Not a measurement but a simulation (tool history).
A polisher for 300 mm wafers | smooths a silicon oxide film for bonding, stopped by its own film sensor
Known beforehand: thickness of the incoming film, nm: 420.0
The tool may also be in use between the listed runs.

run,day,flow of slurry (ml/min),pressure of the wafer on the pad (psi),speed of the pad under the wafer (m/s),abrasive content of the slurry,target thickness at which the film sensor stops the polish (nm),time until the film sensor stopped the polish (s)
1,0,200,2.5,0.94,1,380,45.181
2,0.288,200,2.1,0.92,1,380,51.905
3,0.438,200,2.1,0.92,1,384,46.494
4,0.742,200,1.7,0.92,1,384,52.216
5,0.908,200,1.7,0.92,1.2,384,49.374
6,1.05,175,1.7,0.92,1.2,384,51.011
7,1.362,170,1.5,0.82,1.2,384,60.463
8,1.508,165,1.4,0.76,1.2,384,66.93

Expected results for the next run?
9,1.696,160,1.1,0.62,1.2,384,?

{"run 9": {"time until the film sensor stopped the polish (s)": 90.236}}
